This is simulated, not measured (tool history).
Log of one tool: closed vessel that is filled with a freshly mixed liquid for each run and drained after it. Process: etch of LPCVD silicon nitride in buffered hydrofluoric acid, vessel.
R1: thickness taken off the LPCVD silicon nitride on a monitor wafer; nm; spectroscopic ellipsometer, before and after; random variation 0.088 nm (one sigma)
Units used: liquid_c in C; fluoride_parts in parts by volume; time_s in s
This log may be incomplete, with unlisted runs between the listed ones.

Run 1, hour 0: liquid_c 21 C, fluoride_parts 14.5 parts by volume, time_s 2035 s. Result: R1 16.835 nm.
Run 2, hour 1.9: liquid_c 20.5 C, fluoride_parts 15 parts by volume, time_s 2035 s. Result: R1 15.919 nm.
Run 3, hour 9.6: liquid_c 20 C, fluoride_parts 15.5 parts by volume, time_s 2035 s. Result: R1 14.93 nm.
Run 4, hour 17: liquid_c 19.5 C, fluoride_parts 16 parts by volume, time_s 2035 s. Result: R1 14.179 nm.
Run 5, hour 26.2: liquid_c 19 C, fluoride_parts 16.5 parts by volume, time_s 2035 s. Result: R1 13.344 nm.
Run 6, hour 33.9: liquid_c 19 C, fluoride_parts 16.5 parts by volume, time_s 2190 s. Result: R1 13.972 nm.
Run 7, hour 38.3: liquid_c 18.5 C, fluoride_parts 17 parts by volume, time_s 2190 s. Result: R1 13.483 nm.
Run 8, hour 45.2: liquid_c 18.5 C, fluoride_parts 17.5 parts by volume, time_s 2190 s. Result: R1 13.273 nm.
Run 9, hour 51.5: liquid_c 18.5 C, fluoride_parts 18 parts by volume, time_s 2190 s. Result: R1 12.852 nm.
Run 10, hour 59.3: liquid_c 18.5 C, fluoride_parts 18.5 parts by volume, time_s 2190 s. Result: R1 12.322 nm.
Run 11, hour 68.5: liquid_c 18.5 C, fluoride_parts 19 parts by volume, time_s 2190 s. Result: R1 12.125 nm.
Run 12, hour 74.7: liquid_c 18.5 C, fluoride_parts 19.5 parts by volume, time_s 2190 s. Result: R1 11.663 nm.
Run 13, hour 76.7: liquid_c 17.5 C, fluoride_parts 20.5 parts by volume, time_s 2185 s. Result: R1 10.526 nm.
Run 14, hour 85.9: liquid_c 17 C, fluoride_parts 21 parts by volume, time_s 2180 s. Result: R1 10.245 nm.

The next listed run, before its measurement:
Run 15, hour 90: liquid_c 17 C, fluoride_parts 21.5 parts by volume, time_s 2175 s. Result: R1 ?.

R1: 9.8953 nm
